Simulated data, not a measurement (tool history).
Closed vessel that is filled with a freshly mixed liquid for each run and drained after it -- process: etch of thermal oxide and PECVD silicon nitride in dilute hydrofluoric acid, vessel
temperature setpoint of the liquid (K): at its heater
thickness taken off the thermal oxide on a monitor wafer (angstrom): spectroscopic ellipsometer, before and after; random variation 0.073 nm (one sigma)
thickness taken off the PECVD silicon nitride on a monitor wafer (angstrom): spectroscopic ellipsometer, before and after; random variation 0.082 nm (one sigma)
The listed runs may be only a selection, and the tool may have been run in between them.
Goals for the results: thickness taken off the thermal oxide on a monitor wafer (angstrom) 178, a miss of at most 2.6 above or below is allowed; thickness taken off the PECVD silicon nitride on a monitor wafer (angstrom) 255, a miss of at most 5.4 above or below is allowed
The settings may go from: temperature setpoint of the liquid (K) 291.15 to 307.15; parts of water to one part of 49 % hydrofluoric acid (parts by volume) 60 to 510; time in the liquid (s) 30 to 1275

run	hour	temperature setpoint of the liquid (K)	parts of water to one part of 49 % hydrofluoric acid (parts by volume)	time in the liquid (s)	thickness taken off the thermal oxide on a monitor wafer (angstrom)	thickness taken off the PECVD silicon nitride on a monitor wafer (angstrom)
1	0	299.15	285	650	85.045	137.16
2	3.4	299.65	260	640	96.313	152.75
3	5.4	300.15	240	630	106.77	167.98
4	8.1	301.65	240	630	111.77	184.17
5	13.5	301.65	225	620	120.13	194.71
6	17.4	301.65	210	610	127.93	203.84
7	19.6	301.15	100	530	264.41	361.52
8	24.6	301.15	110	535	239.22	333.37
9	33.4	299.15	185	595	133.84	193.73
10	36.6	299.65	180	585	138.42	202.62
11	39.7	299.65	175	575	141.05	205.01
12	45	299.65	170	570	144.49	208.86
13	46.7	299.65	165	565	147.57	213.21
14	51.3	299.65	160	560	152.95	217.61
15	57.1	299.65	160	555	150.98	215.81
16	65.6	301.15	120	525	211.13	298.12
17	69	301.15	125	530	203.48	290.4
18	71.5	301.15	125	535	205.64	294.6

4 next moves are on the table. One of them brings every result within its allowed miss. Which?
A	74	302.15	110	385	?	?
B	74	299.65	155	575	?	?
C	74	305.15	195	715	?	?
D	74	304.65	125	555	?	?

move	thickness taken off the thermal oxide on a monitor wafer (angstrom)	thickness taken off the PECVD silicon nitride on a monitor wafer (angstrom)
A	178.56	254.53
B	162.77	230.28
C	186.09	317.18
D	243.28	376.6
A: every result within its allowed miss
B: pushes the last run's worst result past its target
C: misses by more than the last run did
D: misses by more than the last run did
Answer: A
